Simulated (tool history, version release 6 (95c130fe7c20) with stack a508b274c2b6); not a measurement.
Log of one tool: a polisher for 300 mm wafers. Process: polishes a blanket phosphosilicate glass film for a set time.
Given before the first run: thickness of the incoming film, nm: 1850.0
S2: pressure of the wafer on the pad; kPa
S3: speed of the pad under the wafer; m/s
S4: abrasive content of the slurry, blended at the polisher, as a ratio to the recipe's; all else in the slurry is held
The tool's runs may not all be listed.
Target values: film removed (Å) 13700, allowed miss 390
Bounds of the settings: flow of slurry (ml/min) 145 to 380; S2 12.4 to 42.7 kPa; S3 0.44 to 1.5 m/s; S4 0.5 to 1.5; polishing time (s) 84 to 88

{"run": 1, "hour": 0.0, "flow of slurry (ml/min)": 245, "S2": 27.6, "S3": 0.96, "S4": 1, "polishing time (s)": 84, "film removed (Å)": 9983.3}
{"run": 2, "hour": 7.1, "flow of slurry (ml/min)": 245, "S2": 25.5, "S3": 0.96, "S4": 1, "polishing time (s)": 84, "film removed (Å)": 9522.7}
{"run": 3, "hour": 12.8, "flow of slurry (ml/min)": 245, "S2": 26.9, "S3": 0.96, "S4": 1, "polishing time (s)": 84, "film removed (Å)": 9793}
{"run": 4, "hour": 19.1, "flow of slurry (ml/min)": 245, "S2": 28.3, "S3": 0.96, "S4": 1, "polishing time (s)": 84, "film removed (Å)": 10272}
{"run": 5, "hour": 22.7, "flow of slurry (ml/min)": 245, "S2": 28.3, "S3": 0.96, "S4": 0.9, "polishing time (s)": 84, "film removed (Å)": 9517}
{"run": 6, "hour": 25.2, "flow of slurry (ml/min)": 245, "S2": 29.6, "S3": 0.96, "S4": 0.9, "polishing time (s)": 84, "film removed (Å)": 10006}
{"run": 7, "hour": 26.7, "flow of slurry (ml/min)": 245, "S2": 31, "S3": 0.96, "S4": 0.9, "polishing time (s)": 84, "film removed (Å)": 10393}
{"run": 8, "hour": 32.7, "flow of slurry (ml/min)": 245, "S2": 31, "S3": 0.96, "S4": 0.9, "polishing time (s)": 84, "film removed (Å)": 10314}
{"run": 9, "hour": 36.2, "flow of slurry (ml/min)": 245, "S2": 32.4, "S3": 0.96, "S4": 0.9, "polishing time (s)": 84, "film removed (Å)": 10544}
{"run": 10, "hour": 37.6, "flow of slurry (ml/min)": 245, "S2": 33.8, "S3": 0.96, "S4": 0.9, "polishing time (s)": 84, "film removed (Å)": 10973}
{"run": 11, "hour": 40.7, "flow of slurry (ml/min)": 245, "S2": 35.2, "S3": 0.96, "S4": 0.9, "polishing time (s)": 84, "film removed (Å)": 11287}
{"run": 12, "hour": 48.5, "flow of slurry (ml/min)": 245, "S2": 36.5, "S3": 0.96, "S4": 0.9, "polishing time (s)": 84, "film removed (Å)": 11656}
{"run": 13, "hour": 56.3, "flow of slurry (ml/min)": 260, "S2": 42.1, "S3": 0.96, "S4": 0.9, "polishing time (s)": 84, "film removed (Å)": 12976}

Pick the move, out of 4, that brings all results within their allowed miss; only one does.
{"run": "A", "hour": 64.1, "flow of slurry (ml/min)": 260, "S2": 42.1, "S3": 0.98, "S4": 0.8, "polishing time (s)": 86, "film removed (Å)": "?"}
{"run": "B", "hour": 64.1, "flow of slurry (ml/min)": 275, "S2": 42.1, "S3": 0.9, "S4": 0.8, "polishing time (s)": 87, "film removed (Å)": "?"}
{"run": "C", "hour": 64.1, "flow of slurry (ml/min)": 295, "S2": 42.7, "S3": 0.98, "S4": 0.85, "polishing time (s)": 88, "film removed (Å)": "?"}
{"run": "D", "hour": 64.1, "flow of slurry (ml/min)": 250, "S2": 40, "S3": 0.92, "S4": 0.85, "polishing time (s)": 88, "film removed (Å)": "?"}

move=A film_removed_(Å)=12584
move=B film_removed_(Å)=11965
move=C film_removed_(Å)=13688
move=D film_removed_(Å)=12161
A: the biggest miss grows against the last run
B: the biggest miss grows against the last run
C: each result inside its tolerance
D: the biggest miss grows against the last run
Go with C: it meets all targets.
